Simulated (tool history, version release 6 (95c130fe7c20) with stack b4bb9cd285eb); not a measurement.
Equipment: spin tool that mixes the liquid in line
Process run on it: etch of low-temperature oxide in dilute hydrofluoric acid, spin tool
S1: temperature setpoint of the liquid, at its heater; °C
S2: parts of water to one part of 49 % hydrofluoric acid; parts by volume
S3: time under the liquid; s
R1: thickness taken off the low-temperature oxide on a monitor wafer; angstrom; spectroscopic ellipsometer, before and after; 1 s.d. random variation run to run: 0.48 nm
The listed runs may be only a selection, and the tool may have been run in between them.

| run | hour | S1 | S2 | S3 | R1 |
|---|---|---|---|---|---|
| 1 | 0.0 | 24.0 | 70 | 225 | 528.09 |
| 2 | 4.7 | 24.0 | 70 | 225 | 523.78 |
| 3 | 13.0 | 25.0 | 65 | 225 | 590.40 |
| 4 | 16.1 | 25.0 | 65 | 240 | 634.62 |
| 5 | 22.5 | 28.5 | 65 | 240 | 725.99 |
| 6 | 30.8 | 30.0 | 65 | 240 | 771.57 |
| 7 | 35.4 | 30.0 | 60 | 240 | 840.95 |

Forecast run 8:
| 8 | 43.7 | 31.0 | 50 | 240 | ? |

Run 8 produced R1 1068.30 angstrom.
